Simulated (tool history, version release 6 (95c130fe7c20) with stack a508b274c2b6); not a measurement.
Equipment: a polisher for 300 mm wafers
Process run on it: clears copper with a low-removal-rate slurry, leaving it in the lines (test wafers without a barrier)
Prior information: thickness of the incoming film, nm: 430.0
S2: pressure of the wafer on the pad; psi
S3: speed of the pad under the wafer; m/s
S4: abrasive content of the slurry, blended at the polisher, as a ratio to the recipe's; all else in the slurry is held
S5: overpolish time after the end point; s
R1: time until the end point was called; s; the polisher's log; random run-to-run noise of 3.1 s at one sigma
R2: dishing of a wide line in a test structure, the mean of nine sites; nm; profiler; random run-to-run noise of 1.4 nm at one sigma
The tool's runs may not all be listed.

Run 1, hour 0.0: flow of slurry (ml/min) 225, S2 3.8 psi, S3 0.98 m/s, S4 1.00, S5 25 s. Result: R1 114.73 s, R2 62.300 nm.
Run 2, hour 2.5: flow of slurry (ml/min) 225, S2 4.2 psi, S3 0.98 m/s, S4 1.00, S5 25 s. Result: R1 110.54 s, R2 64.356 nm.
Run 3, hour 5.1: flow of slurry (ml/min) 270, S2 4.2 psi, S3 0.98 m/s, S4 1.00, S5 25 s. Result: R1 105.46 s, R2 67.149 nm.
Run 4, hour 9.5: flow of slurry (ml/min) 305, S2 4.2 psi, S3 0.98 m/s, S4 1.00, S5 25 s. Result: R1 104.85 s, R2 68.129 nm.
Run 5, hour 15.7: flow of slurry (ml/min) 305, S2 4.2 psi, S3 0.98 m/s, S4 1.15, S5 25 s. Result: R1 100.36 s, R2 68.697 nm.
Run 6, hour 20.8: flow of slurry (ml/min) 305, S2 4.2 psi, S3 0.98 m/s, S4 1.15, S5 15 s. Result: R1 100.60 s, R2 46.323 nm.
Run 7, hour 27.6: flow of slurry (ml/min) 305, S2 4.0 psi, S3 0.98 m/s, S4 1.15, S5 17 s. Result: R1 103.81 s, R2 50.537 nm.
At hour 33.4: worn pad replaced by a new one.
Run 8, hour 33.4: flow of slurry (ml/min) 305, S2 3.7 psi, S3 0.98 m/s, S4 1.15, S5 19 s. Result: R1 107.02 s, R2 54.988 nm.

Estimate the outcome of run 9 from the log above:
Run 9, hour 40.9: flow of slurry (ml/min) 300, S2 2.7 psi, S3 0.80 m/s, S4 1.15, S5 31 s. Result: R1 ?, R2 ?.

Run 9 produced R1 174.87 s, R2 53.692 nm.
